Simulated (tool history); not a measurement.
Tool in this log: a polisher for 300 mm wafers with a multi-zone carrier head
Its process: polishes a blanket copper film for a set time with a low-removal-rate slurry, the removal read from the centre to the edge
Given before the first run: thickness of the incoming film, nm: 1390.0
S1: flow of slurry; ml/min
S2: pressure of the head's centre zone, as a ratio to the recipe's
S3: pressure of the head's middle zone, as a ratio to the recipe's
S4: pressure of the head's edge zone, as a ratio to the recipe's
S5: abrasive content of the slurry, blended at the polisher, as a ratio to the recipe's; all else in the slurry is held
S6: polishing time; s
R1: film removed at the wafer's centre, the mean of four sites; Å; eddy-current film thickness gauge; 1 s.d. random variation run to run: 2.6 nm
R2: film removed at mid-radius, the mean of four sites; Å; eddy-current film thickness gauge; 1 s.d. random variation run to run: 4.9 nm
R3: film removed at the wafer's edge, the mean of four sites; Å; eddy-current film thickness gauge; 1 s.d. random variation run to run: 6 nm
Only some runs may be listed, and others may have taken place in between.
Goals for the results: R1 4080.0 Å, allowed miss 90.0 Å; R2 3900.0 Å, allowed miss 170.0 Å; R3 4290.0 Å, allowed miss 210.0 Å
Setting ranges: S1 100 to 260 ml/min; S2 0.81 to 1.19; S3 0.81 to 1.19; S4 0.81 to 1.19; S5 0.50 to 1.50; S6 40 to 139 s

{"run": 1, "day": 0.0, "S1": 165, "S2": 1.0, "S3": 1.0, "S4": 1.0, "S5": 1.0, "S6": 89, "R1": 3141.7, "R2": 3002.6, "R3": 3091.6}
{"run": 2, "day": 0.304, "S1": 130, "S2": 1.0, "S3": 1.0, "S4": 1.0, "S5": 1.0, "S6": 89, "R1": 2936.8, "R2": 2899.5, "R3": 3047.3}
{"run": 3, "day": 0.525, "S1": 135, "S2": 1.0, "S3": 1.0, "S4": 1.02, "S5": 1.05, "S6": 90, "R1": 3015.0, "R2": 3057.9, "R3": 3209.4}
{"run": 4, "day": 0.712, "S1": 145, "S2": 1.01, "S3": 1.0, "S4": 1.04, "S5": 1.1, "S6": 90, "R1": 3190.1, "R2": 3097.1, "R3": 3119.9}
{"run": 5, "day": 0.85, "S1": 140, "S2": 1.0, "S3": 0.98, "S4": 1.04, "S5": 1.15, "S6": 93, "R1": 3200.3, "R2": 3109.4, "R3": 3338.0}
{"run": 6, "day": 1.092, "S1": 140, "S2": 1.0, "S3": 1.03, "S4": 1.04, "S5": 1.15, "S6": 93, "R1": 3250.8, "R2": 3337.7, "R3": 3310.2}
{"run": 7, "day": 1.404, "S1": 145, "S2": 1.0, "S3": 1.02, "S4": 1.05, "S5": 1.2, "S6": 95, "R1": 3377.4, "R2": 3464.5, "R3": 3469.0}
{"run": 8, "day": 1.529, "S1": 150, "S2": 1.0, "S3": 1.01, "S4": 1.06, "S5": 1.25, "S6": 96, "R1": 3445.5, "R2": 3441.2, "R3": 3523.8}
{"run": 9, "day": 1.617, "S1": 155, "S2": 1.0, "S3": 1.0, "S4": 1.07, "S5": 1.3, "S6": 97, "R1": 3544.4, "R2": 3513.4, "R3": 3724.8}
{"run": 10, "day": 1.733, "S1": 165, "S2": 1.0, "S3": 1.0, "S4": 1.08, "S5": 1.35, "S6": 97, "R1": 3621.5, "R2": 3639.6, "R3": 3799.1}
{"run": 11, "day": 1.812, "S1": 165, "S2": 1.0, "S3": 1.0, "S4": 1.08, "S5": 1.35, "S6": 97, "R1": 3616.3, "R2": 3624.1, "R3": 3841.5}
{"run": 12, "day": 2.042, "S1": 175, "S2": 1.0, "S3": 1.0, "S4": 1.09, "S5": 1.35, "S6": 97, "R1": 3695.0, "R2": 3643.8, "R3": 3861.2}
{"run": 13, "day": 2.083, "S1": 180, "S2": 1.0, "S3": 1.0, "S4": 1.1, "S5": 1.35, "S6": 97, "R1": 3705.9, "R2": 3622.5, "R3": 3816.3}
{"run": 14, "day": 2.296, "S1": 185, "S2": 1.0, "S3": 1.0, "S4": 1.1, "S5": 1.35, "S6": 98, "R1": 3751.7, "R2": 3754.7, "R3": 3947.1}
{"run": 15, "day": 2.558, "S1": 190, "S2": 1.0, "S3": 1.0, "S4": 1.11, "S5": 1.35, "S6": 98, "R1": 3773.7, "R2": 3695.5, "R3": 4005.4}
{"run": 16, "day": 2.721, "S1": 195, "S2": 1.0, "S3": 1.0, "S4": 1.11, "S5": 1.35, "S6": 98, "R1": 3782.6, "R2": 3735.2, "R3": 4004.6}
{"run": 17, "day": 3.054, "S1": 200, "S2": 1.0, "S3": 1.0, "S4": 1.11, "S5": 1.35, "S6": 98, "R1": 3803.0, "R2": 3817.8, "R3": 4053.9}
{"run": 18, "day": 3.158, "S1": 205, "S2": 1.0, "S3": 1.0, "S4": 1.11, "S5": 1.35, "S6": 98, "R1": 3871.7, "R2": 3790.8, "R3": 3984.2}
{"run": 19, "day": 3.288, "S1": 210, "S2": 1.0, "S3": 1.0, "S4": 1.12, "S5": 1.35, "S6": 98, "R1": 3840.2, "R2": 3723.2, "R3": 4012.6}
{"run": 20, "day": 3.629, "S1": 215, "S2": 1.0, "S3": 1.0, "S4": 1.13, "S5": 1.35, "S6": 98, "R1": 3834.4, "R2": 3838.8, "R3": 4043.9}
{"run": 21, "day": 3.917, "S1": 220, "S2": 1.0, "S3": 1.0, "S4": 1.13, "S5": 1.35, "S6": 98, "R1": 3860.5, "R2": 3763.3, "R3": 4116.5}
{"run": 22, "day": 4.288, "S1": 225, "S2": 1.0, "S3": 1.0, "S4": 1.13, "S5": 1.35, "S6": 98, "R1": 3837.0, "R2": 3824.2, "R3": 4056.9}
{"run": 23, "day": 4.517, "S1": 225, "S2": 1.0, "S3": 1.0, "S4": 1.14, "S5": 1.35, "S6": 98, "R1": 3923.1, "R2": 3875.3, "R3": 4041.5}
{"run": 24, "day": 4.571, "S1": 235, "S2": 1.0, "S3": 0.98, "S4": 1.14, "S5": 1.45, "S6": 98, "R1": 3981.9, "R2": 3802.4, "R3": 4220.2}

Consider the 5 candidate settings below. Which is the only one whose results all fall within their allowed miss of target?
{"run": "A", "day": 4.625, "S1": 225, "S2": 0.94, "S3": 0.95, "S4": 1.19, "S5": 1.5, "S6": 113, "R1": "?", "R2": "?", "R3": "?"}
{"run": "B", "day": 4.625, "S1": 260, "S2": 1.19, "S3": 1.1, "S4": 1.07, "S5": 1.2, "S6": 94, "R1": "?", "R2": "?", "R3": "?"}
{"run": "C", "day": 4.625, "S1": 215, "S2": 1.06, "S3": 0.97, "S4": 1.13, "S5": 1.5, "S6": 101, "R1": "?", "R2": "?", "R3": "?"}
{"run": "D", "day": 4.625, "S1": 205, "S2": 1.03, "S3": 0.99, "S4": 1.19, "S5": 1.5, "S6": 99, "R1": "?", "R2": "?", "R3": "?"}
{"run": "E", "day": 4.625, "S1": 220, "S2": 0.98, "S3": 0.96, "S4": 1.15, "S5": 1.5, "S6": 98, "R1": "?", "R2": "?", "R3": "?"}

move=A R1=4361.6 R2=4348.3 R3=4942.7
move=B R1=4343.6 R2=3877.0 R3=3730.2
move=C R1=4315.6 R2=3919.3 R3=4280.3
move=D R1=4091.2 R2=3872.9 R3=4287.2
move=E R1=3914.1 R2=3787.8 R3=4201.1
A: the result that was furthest off in the last run now lies on the other side of its target
B: the result that was furthest off in the last run now lies on the other side of its target
C: the result that was furthest off in the last run now lies on the other side of its target
D: in spec on every target
E: the biggest miss grows against the last run
Move D is the one to make.

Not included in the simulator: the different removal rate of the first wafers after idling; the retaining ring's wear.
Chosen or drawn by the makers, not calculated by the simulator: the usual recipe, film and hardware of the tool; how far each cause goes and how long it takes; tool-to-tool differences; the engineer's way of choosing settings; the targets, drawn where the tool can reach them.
